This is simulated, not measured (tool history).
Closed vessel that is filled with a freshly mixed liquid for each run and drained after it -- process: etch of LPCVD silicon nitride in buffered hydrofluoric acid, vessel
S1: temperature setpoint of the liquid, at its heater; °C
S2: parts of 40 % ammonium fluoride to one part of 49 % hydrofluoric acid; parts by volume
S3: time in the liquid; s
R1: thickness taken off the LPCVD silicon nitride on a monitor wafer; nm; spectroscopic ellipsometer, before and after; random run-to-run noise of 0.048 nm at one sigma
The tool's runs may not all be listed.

run	hour	S1	S2	S3	R1
1	0	23	13	865	8.5624
2	3.3	22	13	865	7.986
3	5.1	24	13	865	8.9533
4	7.6	23	13	865	8.4545
5	9.7	22	13	865	8.0287
6	17.2	21.5	13	865	7.7582

Run 7 comes next. What will it give?
7	25.5	21	13	865	?

{"run 7": {"R1": 7.6222}}
